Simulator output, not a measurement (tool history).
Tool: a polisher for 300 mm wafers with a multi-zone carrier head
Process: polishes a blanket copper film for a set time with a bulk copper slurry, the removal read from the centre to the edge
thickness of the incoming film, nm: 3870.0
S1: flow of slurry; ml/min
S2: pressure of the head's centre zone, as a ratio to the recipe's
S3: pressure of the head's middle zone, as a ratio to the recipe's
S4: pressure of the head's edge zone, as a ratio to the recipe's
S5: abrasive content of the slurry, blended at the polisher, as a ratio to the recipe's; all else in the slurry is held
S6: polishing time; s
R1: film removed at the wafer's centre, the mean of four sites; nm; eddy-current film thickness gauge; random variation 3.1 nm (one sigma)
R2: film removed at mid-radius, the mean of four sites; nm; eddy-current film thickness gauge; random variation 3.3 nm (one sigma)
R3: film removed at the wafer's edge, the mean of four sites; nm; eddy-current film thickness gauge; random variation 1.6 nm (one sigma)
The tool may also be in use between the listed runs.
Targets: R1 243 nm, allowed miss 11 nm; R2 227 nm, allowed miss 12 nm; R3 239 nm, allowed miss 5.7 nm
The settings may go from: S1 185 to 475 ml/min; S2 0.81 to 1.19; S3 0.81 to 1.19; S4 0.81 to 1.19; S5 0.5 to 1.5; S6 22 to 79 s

run    day   S1    S2    S3    S4    S5  S6      R1      R2      R3
  1      0  305     1     1     1     1  50  368.74  372.82  375.63
  2   0.25  300  0.99  0.97  0.97  0.85  46  318.59  320.97  330.77
  3  0.521  300  1.02  0.97  0.97  0.85  46  337.45  313.67  329.07
  4  0.696  300  1.02  0.97   0.9  0.85  46  333.48  323.47  317.89
  5   0.75  300  1.06  0.97   0.9  0.85  46  348.02   315.4  314.87
  6   0.85  300  1.06  0.97  0.82  0.85  46  339.37  314.89  304.89
  7  1.142  280  0.97  0.87  0.83   0.6  35  221.84  204.03  212.74
  8  1.429  290  0.98  0.89  0.87   0.6  35  220.68  205.94  216.92
  9  1.454  290     1  0.91   0.9   0.6  35  222.33  212.69  223.34
 10   1.75  295  1.02  0.92  0.92   0.6  35  237.77  212.17  224.62
 11  2.038  300  1.02  0.93  0.94   0.6  35  232.88  215.18  228.21
 12  2.146  305  1.03  0.94  0.95   0.6  35  235.26  219.35  231.58
 13  2.512  310  1.04  0.95  0.96   0.6  35  237.09   223.4   231.2
 14  2.583  310  1.04  0.95  0.97   0.6  35  232.22  221.12  231.66
 15  2.817  310  1.05  0.95  0.98   0.6  35  240.83  218.46  229.97

5 next moves are on the table. One of them brings every result within its allowed miss. Which?
  A  3.05  300  0.91  0.96     1  0.55  36   ?   ?   ?
  B  3.05  360  1.12  1.01  0.94   0.5  35   ?   ?   ?
  C  3.05  330  0.96  0.95  0.88  0.65  35   ?   ?   ?
  D  3.05  280  1.06  0.97  1.01  0.65  35   ?   ?   ?
  E  3.05  250  1.08  1.04  0.99  0.55  35   ?   ?   ?

move      R1      R2      R3
   A  214.23  223.27  235.48
   B  242.28  225.38   220.6
   C   226.8  225.35  225.29
   D  239.24   225.1  237.11
   E  230.42  226.55  223.86
A: brings the result that was furthest off to its target, and leaves another outside
B: further off than the last run
C: further off than the last run
D: meets every target
E: further off than the last run
The right move is D.
